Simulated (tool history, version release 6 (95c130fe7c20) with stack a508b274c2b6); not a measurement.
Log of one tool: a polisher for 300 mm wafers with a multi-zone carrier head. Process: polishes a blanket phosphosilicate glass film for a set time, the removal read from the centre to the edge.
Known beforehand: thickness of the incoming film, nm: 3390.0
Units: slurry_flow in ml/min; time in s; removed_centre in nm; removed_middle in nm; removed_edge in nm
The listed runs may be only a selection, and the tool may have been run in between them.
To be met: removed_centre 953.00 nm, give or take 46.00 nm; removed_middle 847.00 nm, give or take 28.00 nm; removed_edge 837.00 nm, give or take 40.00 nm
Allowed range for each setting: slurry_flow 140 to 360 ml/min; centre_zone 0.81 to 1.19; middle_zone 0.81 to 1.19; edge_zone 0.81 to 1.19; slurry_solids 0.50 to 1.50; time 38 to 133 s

run 1 hour=0.0 | slurry_flow=230 centre_zone=1.00 middle_zone=1.00 edge_zone=1.00 slurry_solids=1.00 time=85 | removed_centre=616.77 removed_middle=598.64 removed_edge=618.47
run 2 hour=3.4 | slurry_flow=230 centre_zone=1.03 middle_zone=1.00 edge_zone=1.00 slurry_solids=1.00 time=85 | removed_centre=642.23 removed_middle=601.68 removed_edge=606.39
run 3 hour=7.5 | slurry_flow=255 centre_zone=1.03 middle_zone=1.00 edge_zone=1.00 slurry_solids=1.00 time=85 | removed_centre=640.25 removed_middle=596.38 removed_edge=619.31
run 4 hour=12.4 | slurry_flow=255 centre_zone=1.03 middle_zone=1.00 edge_zone=1.00 slurry_solids=1.15 time=85 | removed_centre=665.13 removed_middle=640.76 removed_edge=646.94
run 5 hour=17.3 | slurry_flow=260 centre_zone=1.07 middle_zone=1.00 edge_zone=1.02 slurry_solids=1.25 time=89 | removed_centre=761.41 removed_middle=711.00 removed_edge=715.14
run 6 hour=24.1 | slurry_flow=260 centre_zone=1.07 middle_zone=1.04 edge_zone=1.02 slurry_solids=1.25 time=89 | removed_centre=736.91 removed_middle=710.69 removed_edge=718.34
run 7 hour=32.2 | slurry_flow=260 centre_zone=1.10 middle_zone=1.03 edge_zone=1.02 slurry_solids=1.35 time=91 | removed_centre=808.34 removed_middle=740.61 removed_edge=742.66
run 8 hour=36.4 | slurry_flow=270 centre_zone=1.12 middle_zone=1.04 edge_zone=1.02 slurry_solids=1.40 time=93 | removed_centre=855.69 removed_middle=772.20 removed_edge=764.36
run 9 hour=40.0 | slurry_flow=275 centre_zone=1.13 middle_zone=1.05 edge_zone=1.03 slurry_solids=1.45 time=94 | removed_centre=882.01 removed_middle=783.73 removed_edge=788.24
run 10 hour=44.6 | slurry_flow=275 centre_zone=1.13 middle_zone=1.06 edge_zone=1.03 slurry_solids=1.45 time=96 | removed_centre=889.90 removed_middle=804.49 removed_edge=819.43

Which one of the following 4 next-run settings gets every result inside its allowed miss? There is exactly one.
run A hour=49.2 | slurry_flow=235 centre_zone=1.01 middle_zone=1.17 edge_zone=0.90 slurry_solids=1.50 time=100 | removed_centre=? removed_middle=? removed_edge=?
run B hour=49.2 | slurry_flow=270 centre_zone=1.13 middle_zone=1.02 edge_zone=0.95 slurry_solids=1.50 time=100 | removed_centre=? removed_middle=? removed_edge=?
run C hour=49.2 | slurry_flow=285 centre_zone=1.14 middle_zone=1.04 edge_zone=1.12 slurry_solids=1.40 time=90 | removed_centre=? removed_middle=? removed_edge=?
run D hour=49.2 | slurry_flow=285 centre_zone=1.03 middle_zone=1.12 edge_zone=1.10 slurry_solids=1.40 time=96 | removed_centre=? removed_middle=? removed_edge=?

move=A removed_centre=842.24 removed_middle=875.46 removed_edge=771.78
move=B removed_centre=959.58 removed_middle=828.03 removed_edge=802.09
move=C removed_centre=856.68 removed_middle=739.17 removed_edge=767.74
move=D removed_centre=825.30 removed_middle=819.66 removed_edge=810.95
A: the result that was furthest off in the last run now lies on the other side of its target
B: meets every target
C: the biggest miss grows against the last run
D: meets the target for the result that was furthest off, but another lies outside its allowed miss
Answer: B
